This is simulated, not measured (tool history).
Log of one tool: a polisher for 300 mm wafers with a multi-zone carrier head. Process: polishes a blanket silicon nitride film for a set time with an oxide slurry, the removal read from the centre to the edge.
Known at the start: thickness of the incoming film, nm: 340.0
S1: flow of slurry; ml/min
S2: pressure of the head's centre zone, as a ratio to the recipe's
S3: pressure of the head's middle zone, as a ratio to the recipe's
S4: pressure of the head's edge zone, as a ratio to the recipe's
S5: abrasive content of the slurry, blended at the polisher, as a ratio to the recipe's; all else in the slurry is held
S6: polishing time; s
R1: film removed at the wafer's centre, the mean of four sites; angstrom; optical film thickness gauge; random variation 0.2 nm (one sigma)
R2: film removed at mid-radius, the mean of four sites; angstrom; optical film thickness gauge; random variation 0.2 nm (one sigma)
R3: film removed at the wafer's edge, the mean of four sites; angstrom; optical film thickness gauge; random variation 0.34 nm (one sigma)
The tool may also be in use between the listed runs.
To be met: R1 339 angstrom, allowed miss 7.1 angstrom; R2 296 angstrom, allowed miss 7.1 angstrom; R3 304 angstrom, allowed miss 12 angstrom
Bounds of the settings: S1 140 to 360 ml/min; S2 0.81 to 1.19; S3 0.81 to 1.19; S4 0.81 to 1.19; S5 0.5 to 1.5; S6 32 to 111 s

run    day   S1    S2    S3    S4    S5  S6      R1      R2      R3
  1      0  230     1     1     1     1  71  460.11  451.71  485.96
  2  0.238  175     1     1     1     1  71  430.54  424.63  464.27
  3   0.35  140     1     1     1     1  71  395.87  392.45  440.88
  4  0.538  150  1.02  0.99  0.95  0.85  69  365.03  352.24  383.81
  5  0.758  150  1.02  0.99  0.91  0.85  69  358.78  352.98  378.63
     1.075  -- slurry nozzle cleaned
  6  1.075  155  1.05  0.98  0.88  0.75  69  391.13   360.2  364.05
  7  1.196  155  1.05  0.98  0.88  0.75  69  393.02  363.07  373.55
  8  1.342  205  1.07  0.93  0.81   0.5  63  269.62  230.34  235.25
  9  1.467  190  1.09  0.96  0.86   0.5  62  263.34  231.74  239.07
 10  1.804  180   1.1  0.96  0.86  0.55  62  293.46  253.75  256.12
 11  1.888  170  1.11  0.97  0.89   0.6  62  314.79  273.17  282.31
 12  2.254  165  1.12  0.98   0.9   0.6  62  314.95  276.35   287.6
 13  2.521  160  1.13  0.99   0.9   0.6  62  316.24  276.01  285.61
 14  2.842  155  1.14     1  0.91   0.6  62  314.12  273.97  285.48
 15  2.871  150  1.15  1.01  0.91   0.6  62  313.73  275.25  284.21

5 next moves are on the table. One of them brings every result within its allowed miss. Which?
  A  2.9  165  1.15     1  0.93   0.6  65   ?   ?   ?
  B  2.9  140   1.1  0.91  1.07  0.65  60   ?   ?   ?
  C  2.9  140  1.12  0.94  0.97   0.6  61   ?   ?   ?
  D  2.9  160  1.19  1.08  0.82   0.6  63   ?   ?   ?
  E  2.9  270  1.19  0.88  0.88   0.7  53   ?   ?   ?

move      R1      R2      R3
   A  336.61  295.04  299.68
   B  306.88  259.47  308.85
   C  295.92  253.17  279.48
   D  333.54  303.31  272.82
   E  349.15  264.96  286.72
A: meets every target
B: further off than the last run
C: further off than the last run
D: brings the result that was furthest off to its target, and leaves another outside
E: takes the result that was furthest off past its target
The right move is A.

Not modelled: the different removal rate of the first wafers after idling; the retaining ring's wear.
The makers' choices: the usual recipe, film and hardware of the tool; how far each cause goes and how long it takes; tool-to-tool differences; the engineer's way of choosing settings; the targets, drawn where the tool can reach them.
